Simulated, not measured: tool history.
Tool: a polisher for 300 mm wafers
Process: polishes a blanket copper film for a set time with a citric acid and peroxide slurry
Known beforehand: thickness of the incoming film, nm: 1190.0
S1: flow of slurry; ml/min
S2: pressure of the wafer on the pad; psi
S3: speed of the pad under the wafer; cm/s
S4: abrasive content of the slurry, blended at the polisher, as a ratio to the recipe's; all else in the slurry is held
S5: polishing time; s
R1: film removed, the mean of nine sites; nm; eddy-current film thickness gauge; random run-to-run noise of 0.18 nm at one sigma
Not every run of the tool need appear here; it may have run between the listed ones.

{"run": 1, "day": 0.0, "S1": 170, "S2": 3.0, "S3": 128, "S4": 1.0, "S5": 21, "R1": 52.809}
{"run": 2, "day": 0.296, "S1": 165, "S2": 2.7, "S3": 120, "S4": 1.0, "S5": 21, "R1": 45.021}
{"run": 3, "day": 0.471, "S1": 165, "S2": 2.7, "S3": 104, "S4": 1.0, "S5": 21, "R1": 39.202}
{"run": 4, "day": 0.512, "S1": 160, "S2": 2.5, "S3": 100, "S4": 1.0, "S5": 21, "R1": 35.829}
{"run": 5, "day": 0.792, "S1": 160, "S2": 2.3, "S3": 96, "S4": 1.0, "S5": 21, "R1": 31.525}
{"run": 6, "day": 1.042, "S1": 185, "S2": 2.3, "S3": 96, "S4": 1.0, "S5": 21, "R1": 31.842}

Predict the results of run 7:
{"run": 7, "day": 1.221, "S1": 185, "S2": 1.5, "S3": 78, "S4": 1.0, "S5": 21, "R1": "?"}

R1: 17.753 nm
